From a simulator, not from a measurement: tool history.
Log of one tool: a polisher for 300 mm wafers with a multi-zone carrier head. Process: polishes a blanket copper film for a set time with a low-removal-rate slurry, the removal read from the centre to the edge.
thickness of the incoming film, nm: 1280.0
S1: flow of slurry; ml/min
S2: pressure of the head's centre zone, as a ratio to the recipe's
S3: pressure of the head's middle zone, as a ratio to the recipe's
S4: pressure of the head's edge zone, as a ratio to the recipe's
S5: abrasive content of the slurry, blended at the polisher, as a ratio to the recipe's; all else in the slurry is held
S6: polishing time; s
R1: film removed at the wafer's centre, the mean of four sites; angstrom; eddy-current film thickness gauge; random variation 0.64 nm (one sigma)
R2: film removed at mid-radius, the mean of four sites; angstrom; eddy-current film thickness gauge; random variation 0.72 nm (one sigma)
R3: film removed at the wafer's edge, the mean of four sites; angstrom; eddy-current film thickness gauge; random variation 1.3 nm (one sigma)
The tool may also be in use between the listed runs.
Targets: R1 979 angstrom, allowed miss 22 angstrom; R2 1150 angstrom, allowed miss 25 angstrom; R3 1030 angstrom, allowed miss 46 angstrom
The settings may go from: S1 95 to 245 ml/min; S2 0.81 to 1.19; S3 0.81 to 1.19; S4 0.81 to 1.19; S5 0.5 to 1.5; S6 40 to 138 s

Run 1, hour 0: S1 155 ml/min, S2 1, S3 1, S4 1, S5 1, S6 88 s. Result: R1 1852.4 angstrom, R2 1807.6 angstrom, R3 1856.8 angstrom.
Run 2, hour 6.3: S1 180 ml/min, S2 1, S3 1, S4 1, S5 1, S6 88 s. Result: R1 1906.3 angstrom, R2 1840.7 angstrom, R3 1861.7 angstrom.
Run 3, hour 14.6: S1 180 ml/min, S2 1, S3 1, S4 1, S5 1, S6 72 s. Result: R1 1567.7 angstrom, R2 1536.9 angstrom, R3 1519.9 angstrom.
Run 4, hour 18.4: S1 180 ml/min, S2 0.92, S3 1, S4 1, S5 1, S6 72 s. Result: R1 1425.9 angstrom, R2 1536.2 angstrom, R3 1504.1 angstrom.
Run 5, hour 19.8: S1 180 ml/min, S2 0.96, S3 1, S4 1, S5 1, S6 72 s. Result: R1 1487.9 angstrom, R2 1509.9 angstrom, R3 1516.4 angstrom.
Run 6, hour 21.5: S1 180 ml/min, S2 0.95, S3 1, S4 0.98, S5 0.95, S6 71 s. Result: R1 1437.7 angstrom, R2 1496 angstrom, R3 1494.8 angstrom.
Run 7, hour 22.6: S1 185 ml/min, S2 0.95, S3 1.01, S4 0.97, S5 0.9, S6 68 s. Result: R1 1377.5 angstrom, R2 1422.8 angstrom, R3 1380.4 angstrom.
Run 8, hour 26.1: S1 185 ml/min, S2 0.94, S3 1.01, S4 0.96, S5 0.85, S6 67 s. Result: R1 1314.3 angstrom, R2 1408.3 angstrom, R3 1354.1 angstrom.
Run 9, hour 34.1: S1 190 ml/min, S2 0.93, S3 1.01, S4 0.95, S5 0.8, S6 66 s. Result: R1 1275.6 angstrom, R2 1366.6 angstrom, R3 1303.2 angstrom.
Run 10, hour 38.7: S1 190 ml/min, S2 0.92, S3 1.01, S4 0.94, S5 0.75, S6 65 s. Result: R1 1225 angstrom, R2 1326.2 angstrom, R3 1263.3 angstrom.
Run 11, hour 47.1: S1 190 ml/min, S2 0.91, S3 1.01, S4 0.93, S5 0.7, S6 65 s. Result: R1 1210.5 angstrom, R2 1316.3 angstrom, R3 1271.3 angstrom.
Run 12, hour 54: S1 145 ml/min, S2 0.89, S3 1.1, S4 0.83, S5 0.5, S6 55 s. Result: R1 904.52 angstrom, R2 1089.4 angstrom, R3 957.68 angstrom.
Run 13, hour 60.8: S1 150 ml/min, S2 0.89, S3 1.1, S4 0.84, S5 0.5, S6 55 s. Result: R1 917.68 angstrom, R2 1092.4 angstrom, R3 942.25 angstrom.
Run 14, hour 63.6: S1 160 ml/min, S2 0.88, S3 1.1, S4 0.94, S5 0.75, S6 56 s. Result: R1 997.91 angstrom, R2 1208.9 angstrom, R3 1081.1 angstrom.
Run 15, hour 69.8: S1 160 ml/min, S2 0.88, S3 1.1, S4 0.94, S5 0.75, S6 56 s. Result: R1 984.29 angstrom, R2 1206.5 angstrom, R3 1075.3 angstrom.
Run 16, hour 76.7: S1 160 ml/min, S2 0.88, S3 1.1, S4 0.93, S5 0.75, S6 56 s. Result: R1 984.13 angstrom, R2 1197.5 angstrom, R3 1057.9 angstrom.
Run 17, hour 78.4: S1 150 ml/min, S2 0.89, S3 1.09, S4 0.91, S5 0.75, S6 56 s. Result: R1 974.93 angstrom, R2 1186.1 angstrom, R3 1058.8 angstrom.

5 next moves are on the table. One of them brings every result within its allowed miss. Which?
Run A, hour 80.1: S1 125 ml/min, S2 0.87, S3 1.03, S4 0.81, S5 0.8, S6 58 s. Result: R1 ?, R2 ?, R3 ?.
Run B, hour 80.1: S1 205 ml/min, S2 0.86, S3 1.13, S4 0.91, S5 0.75, S6 56 s. Result: R1 ?, R2 ?, R3 ?.
Run C, hour 80.1: S1 150 ml/min, S2 0.97, S3 1.19, S4 0.86, S5 0.7, S6 51 s. Result: R1 ?, R2 ?, R3 ?.
Run D, hour 80.1: S1 140 ml/min, S2 0.88, S3 1.1, S4 0.93, S5 0.8, S6 56 s. Result: R1 ?, R2 ?, R3 ?.
Run E, hour 80.1: S1 130 ml/min, S2 0.91, S3 1.14, S4 0.83, S5 0.65, S6 58 s. Result: R1 ?, R2 ?, R3 ?.

move      R1      R2      R3
   A  970.81  1140.4  1038.5
   B  1003.1  1275.9  1104.9
   C  967.86  1145.9  936.36
   D  971.44  1188.8  1081.9
   E  990.45  1210.1  1017.8
A: meets every target
B: further off than the last run
C: brings the result that was furthest off to its target, and leaves another outside
D: further off than the last run
E: further off than the last run
The right move is A.

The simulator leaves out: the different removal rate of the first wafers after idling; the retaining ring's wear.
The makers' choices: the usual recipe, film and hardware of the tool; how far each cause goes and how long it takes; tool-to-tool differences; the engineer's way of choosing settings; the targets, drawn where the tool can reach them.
